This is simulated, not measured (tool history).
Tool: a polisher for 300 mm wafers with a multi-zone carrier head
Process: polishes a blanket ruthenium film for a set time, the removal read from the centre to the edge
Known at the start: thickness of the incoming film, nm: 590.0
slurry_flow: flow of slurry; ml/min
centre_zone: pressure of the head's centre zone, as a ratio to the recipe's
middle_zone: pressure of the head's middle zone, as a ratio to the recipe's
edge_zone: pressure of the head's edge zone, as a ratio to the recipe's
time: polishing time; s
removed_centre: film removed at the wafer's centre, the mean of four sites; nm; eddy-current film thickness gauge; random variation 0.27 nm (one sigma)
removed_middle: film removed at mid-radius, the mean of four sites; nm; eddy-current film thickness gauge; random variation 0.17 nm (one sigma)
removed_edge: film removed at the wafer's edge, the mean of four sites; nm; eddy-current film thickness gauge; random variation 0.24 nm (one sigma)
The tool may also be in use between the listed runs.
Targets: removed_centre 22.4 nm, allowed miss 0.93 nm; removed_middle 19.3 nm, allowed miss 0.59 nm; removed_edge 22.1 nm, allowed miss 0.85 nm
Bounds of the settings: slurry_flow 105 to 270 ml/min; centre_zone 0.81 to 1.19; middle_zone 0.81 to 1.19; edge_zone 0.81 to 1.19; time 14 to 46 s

| run | hour | slurry_flow | centre_zone | middle_zone | edge_zone | time | removed_centre | removed_middle | removed_edge |
|---|---|---|---|---|---|---|---|---|---|
| 1 | 0 | 175 | 1 | 1 | 1 | 30 | 33.371 | 33.557 | 34.799 |
| 2 | 1.5 | 170 | 1 | 0.97 | 0.98 | 28 | 30.685 | 30.516 | 31.926 |
| 3 | 5.5 | 170 | 1 | 0.89 | 0.98 | 28 | 30.893 | 28.424 | 31.832 |
| 4 | 6.8 | 170 | 1 | 0.89 | 1.01 | 28 | 31.716 | 28.509 | 32.128 |
| 5 | 12.7 | 170 | 1 | 0.89 | 1.09 | 28 | 30.73 | 28.297 | 33.581 |
| 6 | 21.6 | 170 | 1 | 0.89 | 1.17 | 28 | 31.173 | 28.56 | 35.119 |
| 7 | 25.8 | 165 | 1 | 0.88 | 1.12 | 26 | 28.509 | 26.176 | 31.519 |
| 8 | 31.7 | 160 | 1.01 | 0.87 | 1.09 | 25 | 27.641 | 24.737 | 29.504 |
| 9 | 33.3 | 160 | 1.01 | 0.87 | 1.09 | 25 | 27.69 | 24.265 | 29.831 |
| 10 | 38.6 | 160 | 1.01 | 0.87 | 1.09 | 25 | 28.038 | 24.917 | 29.984 |
| 11 | 44.8 | 155 | 1.01 | 0.86 | 1.06 | 24 | 26.254 | 23.12 | 28.302 |
| 12 | 53.2 | 155 | 1.01 | 0.86 | 1.02 | 23 | 25.134 | 22.533 | 26.745 |
| 13 | 59.6 | 155 | 1.01 | 0.86 | 1.02 | 23 | 25.396 | 22.067 | 26.72 |
| 14 | 67.3 | 150 | 1.01 | 0.86 | 0.98 | 23 | 25.623 | 22.135 | 26.037 |
| 15 | 76.3 | 145 | 1 | 0.86 | 0.95 | 23 | 24.534 | 21.958 | 25.154 |
| 16 | 78.3 | 140 | 1 | 0.85 | 0.93 | 23 | 24.384 | 21.67 | 25.311 |
|  | 85.9 | slurry nozzle cleaned |
| 17 | 85.9 | 140 | 1 | 0.85 | 0.91 | 23 | 26.883 | 23.058 | 25.51 |
| 18 | 88.7 | 135 | 1.02 | 0.86 | 0.94 | 18 | 20.727 | 17.835 | 20.405 |
| 19 | 93.5 | 145 | 1.02 | 0.86 | 0.95 | 18 | 20.702 | 18.393 | 20.877 |
| 20 | 97.5 | 150 | 1.03 | 0.86 | 0.96 | 18 | 21.159 | 18.245 | 21.384 |

5 next moves are on the table. One of them brings every result within its allowed miss. Which?
| A | 101.5 | 170 | 1.07 | 0.81 | 0.99 | 18 | ? | ? | ? |
| B | 101.5 | 130 | 1.03 | 0.98 | 1.08 | 17 | ? | ? | ? |
| C | 101.5 | 150 | 0.98 | 0.81 | 1.03 | 18 | ? | ? | ? |
| D | 101.5 | 220 | 0.94 | 0.81 | 1.05 | 18 | ? | ? | ? |
| E | 101.5 | 115 | 1.06 | 0.9 | 1.01 | 19 | ? | ? | ? |

| move | removed_centre | removed_middle | removed_edge |
|---|---|---|---|
| A | 22.803 | 17.863 | 21.756 |
| B | 19.875 | 19.018 | 20.818 |
| C | 20.472 | 17.567 | 21.905 |
| D | 20.737 | 18.448 | 22.916 |
| E | 22.361 | 19.42 | 22.233 |
A: further off than the last run
B: brings the result that was furthest off to its target, and leaves another outside
C: further off than the last run
D: as far off as the last run
E: meets every target
The right move is E.
